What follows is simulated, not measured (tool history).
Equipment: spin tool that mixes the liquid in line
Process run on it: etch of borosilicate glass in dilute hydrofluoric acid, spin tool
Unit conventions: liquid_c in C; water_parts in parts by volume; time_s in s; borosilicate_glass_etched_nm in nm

run	day	liquid_c	water_parts	time_s	borosilicate_glass_etched_nm
1	0	21	90	20	4.2837
2	0.104	22.5	85	20	4.9133
3	0.296	23.5	80	20	5.4162
4	0.383	21.5	80	20	4.8965
5	0.467	21.5	80	15	3.6795
# day 0.567: thermometer replaced
6	0.567	21.5	50	15	6.8714
7	0.821	22.5	50	15	6.9889
8	0.954	23.5	50	15	7.3186
9	1.021	24.5	50	15	7.6081
10	1.071	25	50	15	7.9179
11	1.292	25.5	50	15	8.0281
12	1.417	26	50	15	8.0673
13	1.583	26.5	50	15	8.3416

Forecast run 14:
14	1.758	27	50	15	?

Logged for run 14: borosilicate_glass_etched_nm 8.372 nm.
